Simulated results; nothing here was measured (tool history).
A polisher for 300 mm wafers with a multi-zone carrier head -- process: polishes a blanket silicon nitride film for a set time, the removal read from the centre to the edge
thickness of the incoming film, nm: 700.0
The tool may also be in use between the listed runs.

run  hour  flow of slurry (ml/min)  pressure of the head's centre zone  pressure of the head's middle zone  pressure of the head's edge zone  polishing time (s)  film removed at the wafer's centre (angstrom)  film removed at mid-radius (angstrom)  film removed at the wafer's edge (angstrom)
  1   0.0                      210                                1.00                                1.00                              1.00                  57                                         1563.7                                 1499.1                                       1519.2
  2   5.6                      210                                1.00                                1.05                              1.00                  57                                         1604.1                                 1576.4                                       1499.8
  3  12.7                      210                                1.08                                1.05                              1.00                  57                                         1672.2                                 1517.5                                       1515.1
  4  21.6                      245                                1.08                                1.05                              1.00                  57                                         1765.0                                 1584.7                                       1512.8
  5  23.6                      225                                1.01                                1.05                              1.05                  60                                         1675.8                                 1653.1                                       1611.1
  6  32.3                      215                                0.97                                1.04                              1.09                  63                                         1670.5                                 1751.8                                       1712.8
  7  34.7                      240                                0.87                                0.97                              1.19                  69                                         1712.9                                 1785.0                                       1972.9

Run 8 is up next; what results do you expect?
  8  37.9                      240                                0.86                                0.99                              1.19                  69                                              ?                                      ?                                            ?

{"run 8": {"film removed at the wafer's centre (angstrom)": 1646.6, "film removed at mid-radius (angstrom)": 1804.8, "film removed at the wafer's edge (angstrom)": 1977.7}}
